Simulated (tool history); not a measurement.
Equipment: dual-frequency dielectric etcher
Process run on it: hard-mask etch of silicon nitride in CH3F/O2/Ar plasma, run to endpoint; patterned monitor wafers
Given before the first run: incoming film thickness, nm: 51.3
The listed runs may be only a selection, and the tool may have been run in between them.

run,hour,source power (kW),bias power (kW),endpoint time (s)
1,0.0,0.400,0.089,68.916
2,5.8,0.430,0.091,66.038
3,13.7,0.470,0.091,63.690
4,17.5,0.430,0.091,65.513
5,20.7,0.430,0.083,67.929
6,25.3,0.460,0.085,65.281

Predict the results of run 7:
7,28.7,0.480,0.086,?

{"run 7": {"endpoint time (s)": 62.991}}
